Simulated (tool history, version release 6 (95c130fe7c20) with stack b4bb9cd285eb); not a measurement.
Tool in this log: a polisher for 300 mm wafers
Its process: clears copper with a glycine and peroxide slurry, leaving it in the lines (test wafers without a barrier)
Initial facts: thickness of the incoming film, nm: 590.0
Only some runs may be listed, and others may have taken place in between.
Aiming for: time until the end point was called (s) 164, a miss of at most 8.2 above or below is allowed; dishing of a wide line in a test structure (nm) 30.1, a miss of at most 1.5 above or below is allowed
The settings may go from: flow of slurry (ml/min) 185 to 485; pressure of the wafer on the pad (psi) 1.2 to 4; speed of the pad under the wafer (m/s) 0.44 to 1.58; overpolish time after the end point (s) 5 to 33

| run | hour | flow of slurry (ml/min) | pressure of the wafer on the pad (psi) | speed of the pad under the wafer (m/s) | overpolish time after the end point (s) | time until the end point was called (s) | dishing of a wide line in a test structure (nm) |
|---|---|---|---|---|---|---|---|
| 1 | 0 | 310 | 2.6 | 1 | 17 | 152.27 | 37.109 |
| 2 | 7.9 | 310 | 2.6 | 1 | 16 | 149.75 | 35.937 |
| 3 | 16.8 | 310 | 2.6 | 1.16 | 16 | 138.39 | 36.499 |
| 4 | 21.3 | 310 | 2.5 | 1.16 | 16 | 142.94 | 37.363 |
| 5 | 26.4 | 310 | 2.4 | 1.14 | 15 | 151.59 | 34.18 |
| 6 | 33.6 | 310 | 2.3 | 1.14 | 14 | 151.72 | 32.35 |
|  | 35.5 | head pressure recalibrated |
| 7 | 35.5 | 310 | 2.2 | 1.14 | 14 | 146.64 | 32.74 |
| 8 | 39.1 | 310 | 2.1 | 1.12 | 14 | 156.38 | 32.388 |
| 9 | 45 | 310 | 2.1 | 1.12 | 14 | 156.43 | 32.025 |

Of the 5 settings listed for the next run, only one would bring every result within its allowed miss of target. Which one?
| A | 50.9 | 295 | 1.9 | 0.96 | 18 | ? | ? |
| B | 50.9 | 325 | 2.8 | 0.88 | 11 | ? | ? |
| C | 50.9 | 305 | 2.4 | 1.18 | 12 | ? | ? |
| D | 50.9 | 335 | 2.5 | 0.54 | 16 | ? | ? |
| E | 50.9 | 365 | 1.8 | 1.14 | 14 | ? | ? |

| move | time until the end point was called (s) | dishing of a wide line in a test structure (nm) |
|---|---|---|
| A | 173.32 | 35.35 |
| B | 150.14 | 27.571 |
| C | 140.77 | 30.689 |
| D | 192.03 | 30.652 |
| E | 160.55 | 31.042 |
A: further off than the last run
B: takes the biggest miss from the last run beyond its target
C: meets the target for the result that was furthest off, but another lies outside its allowed miss
D: meets the target for the result that was furthest off, but another lies outside its allowed miss
E: every result lands within tolerance
So the answer is move E, the one that meets all the targets.
